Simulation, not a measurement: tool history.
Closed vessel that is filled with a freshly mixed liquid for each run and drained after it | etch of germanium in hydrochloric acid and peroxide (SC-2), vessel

run,hour,temperature setpoint of the liquid (K),parts of water to one part each of 37 % hydrochloric acid and 30 % peroxide (parts by volume),time in the liquid (s),thickness taken off the germanium on a monitor wafer (angstrom)
1,0,330.15,11,95,2985.9
2,8.7,332.15,11,95,3155.9
3,15.4,333.65,11,95,3286.4
4,17.7,333.65,13.5,95,3175.3
5,22.7,335.15,13.5,95,3330.1
6,31.1,335.15,10.5,95,3362.7
7,38.7,336.65,10.5,95,3609

Forecast run 8:
8,41.6,337.65,10.5,95,?

{"run 8": {"thickness taken off the germanium on a monitor wafer (angstrom)": 3667.1}}
